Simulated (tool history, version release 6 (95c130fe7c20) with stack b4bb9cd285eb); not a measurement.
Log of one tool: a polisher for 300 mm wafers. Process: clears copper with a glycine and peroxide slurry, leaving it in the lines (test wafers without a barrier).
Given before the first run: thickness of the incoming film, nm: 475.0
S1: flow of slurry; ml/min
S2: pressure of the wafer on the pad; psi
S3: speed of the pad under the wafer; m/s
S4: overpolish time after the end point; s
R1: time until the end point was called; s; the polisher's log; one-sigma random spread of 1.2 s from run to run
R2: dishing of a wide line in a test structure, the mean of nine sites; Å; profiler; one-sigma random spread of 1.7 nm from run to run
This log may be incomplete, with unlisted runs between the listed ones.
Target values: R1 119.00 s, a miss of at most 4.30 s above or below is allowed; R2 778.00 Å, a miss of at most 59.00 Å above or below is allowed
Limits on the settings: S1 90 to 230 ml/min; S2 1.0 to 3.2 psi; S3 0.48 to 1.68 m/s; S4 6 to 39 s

run	hour	S1	S2	S3	S4	R1	R2
1	0.0	150	2.1	1.08	20	110.53	506.97
2	8.7	150	2.1	1.08	27	107.38	645.28
3	14.3	120	2.1	1.08	27	112.29	603.19
4	20.6	120	1.8	1.08	27	127.94	585.63
5	24.5	125	1.8	1.08	29	124.06	597.65
6	33.2	125	1.8	1.08	33	125.75	665.44
7	37.5	130	1.8	1.08	34	128.26	692.85
8	39.8	130	1.9	1.08	35	120.91	696.61

Which of these 5 next moves meets every target?
A	42.1	95	2.4	0.92	24	?	?
B	42.1	135	1.7	1.24	28	?	?
C	42.1	125	1.8	1.04	36	?	?
D	42.1	110	2.1	1.02	29	?	?
E	42.1	110	2.0	1.10	37	?	?

move	R1	R2
A	118.15	548.95
B	116.63	603.18
C	129.13	680.55
D	118.47	626.57
E	116.01	750.27
A: further off than the last run
B: further off than the last run
C: further off than the last run
D: further off than the last run
E: meets every target
The right move is E.

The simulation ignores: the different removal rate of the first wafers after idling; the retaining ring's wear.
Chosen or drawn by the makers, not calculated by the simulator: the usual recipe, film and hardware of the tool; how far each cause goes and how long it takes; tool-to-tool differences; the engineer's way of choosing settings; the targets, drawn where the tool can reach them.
